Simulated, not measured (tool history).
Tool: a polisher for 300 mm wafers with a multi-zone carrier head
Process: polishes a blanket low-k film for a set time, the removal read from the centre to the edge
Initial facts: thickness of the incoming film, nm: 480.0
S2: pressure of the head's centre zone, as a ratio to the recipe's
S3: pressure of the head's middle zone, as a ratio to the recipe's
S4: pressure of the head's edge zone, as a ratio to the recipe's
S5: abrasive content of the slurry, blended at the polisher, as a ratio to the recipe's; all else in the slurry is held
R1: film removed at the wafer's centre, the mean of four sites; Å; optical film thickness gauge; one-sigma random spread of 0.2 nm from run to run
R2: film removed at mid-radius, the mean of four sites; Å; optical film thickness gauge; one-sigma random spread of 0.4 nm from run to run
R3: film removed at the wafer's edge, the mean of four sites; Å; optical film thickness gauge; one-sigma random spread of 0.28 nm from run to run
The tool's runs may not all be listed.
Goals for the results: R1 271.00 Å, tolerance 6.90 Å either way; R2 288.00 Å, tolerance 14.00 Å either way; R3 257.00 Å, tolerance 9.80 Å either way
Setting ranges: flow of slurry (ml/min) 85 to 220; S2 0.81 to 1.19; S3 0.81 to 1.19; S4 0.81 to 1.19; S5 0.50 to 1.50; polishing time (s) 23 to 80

run 1 hour=0.0 | flow_of_slurry_(ml/min)=140 S2=1.00 S3=1.00 S4=1.00 S5=1.00 polishing_time_(s)=51 | R1=189.32 R2=189.01 R3=191.19
run 2 hour=4.5 | flow_of_slurry_(ml/min)=145 S2=1.01 S3=1.02 S4=1.01 S5=1.05 polishing_time_(s)=51 | R1=197.67 R2=196.22 R3=198.31
run 3 hour=13.2 | flow_of_slurry_(ml/min)=145 S2=1.01 S3=1.09 S4=1.01 S5=1.05 polishing_time_(s)=51 | R1=198.45 R2=205.70 R3=199.64
run 4 hour=21.9 | flow_of_slurry_(ml/min)=145 S2=1.01 S3=1.09 S4=1.01 S5=1.05 polishing_time_(s)=42 | R1=161.86 R2=172.20 R3=162.76
run 5 hour=27.9 | flow_of_slurry_(ml/min)=115 S2=1.01 S3=1.09 S4=1.01 S5=1.05 polishing_time_(s)=42 | R1=145.49 R2=161.34 R3=156.34
run 6 hour=35.0 | flow_of_slurry_(ml/min)=115 S2=0.94 S3=1.09 S4=1.01 S5=1.05 polishing_time_(s)=42 | R1=140.87 R2=161.00 R3=154.06
run 7 hour=37.0 | flow_of_slurry_(ml/min)=125 S2=0.95 S3=1.10 S4=1.01 S5=1.10 polishing_time_(s)=43 | R1=152.49 R2=173.55 R3=164.52
run 8 hour=42.0 | flow_of_slurry_(ml/min)=165 S2=1.05 S3=1.19 S4=1.08 S5=1.35 polishing_time_(s)=49 | R1=225.62 R2=244.99 R3=222.21
run 9 hour=47.9 | flow_of_slurry_(ml/min)=205 S2=1.06 S3=1.19 S4=1.07 S5=1.50 polishing_time_(s)=52 | R1=260.51 R2=283.18 R3=247.22

5 next moves are on the table. One of them brings every result within its allowed miss. Which?
run A hour=53.8 | flow_of_slurry_(ml/min)=215 S2=1.07 S3=1.16 S4=1.07 S5=1.45 polishing_time_(s)=54 | R1=? R2=? R3=?
run B hour=53.8 | flow_of_slurry_(ml/min)=195 S2=1.02 S3=0.98 S4=1.19 S5=1.45 polishing_time_(s)=55 | R1=? R2=? R3=?
run C hour=53.8 | flow_of_slurry_(ml/min)=220 S2=1.15 S3=1.19 S4=1.02 S5=1.50 polishing_time_(s)=48 | R1=? R2=? R3=?
run D hour=53.8 | flow_of_slurry_(ml/min)=200 S2=1.03 S3=1.13 S4=1.12 S5=1.50 polishing_time_(s)=53 | R1=? R2=? R3=?
run E hour=53.8 | flow_of_slurry_(ml/min)=210 S2=1.02 S3=1.14 S4=1.19 S5=0.95 polishing_time_(s)=63 | R1=? R2=? R3=?

move=A R1=274.44 R2=297.27 R3=256.12
move=B R1=263.62 R2=258.97 R3=272.32
move=C R1=261.98 R2=274.14 R3=225.57
move=D R1=260.67 R2=284.90 R3=257.75
move=E R1=261.15 R2=289.21 R3=267.32
A: all results in spec
B: the biggest miss grows against the last run
C: the biggest miss grows against the last run
D: no nearer and no further than the last run
E: closer than the last run, but not yet in spec
Correct choice: A, which meets every target

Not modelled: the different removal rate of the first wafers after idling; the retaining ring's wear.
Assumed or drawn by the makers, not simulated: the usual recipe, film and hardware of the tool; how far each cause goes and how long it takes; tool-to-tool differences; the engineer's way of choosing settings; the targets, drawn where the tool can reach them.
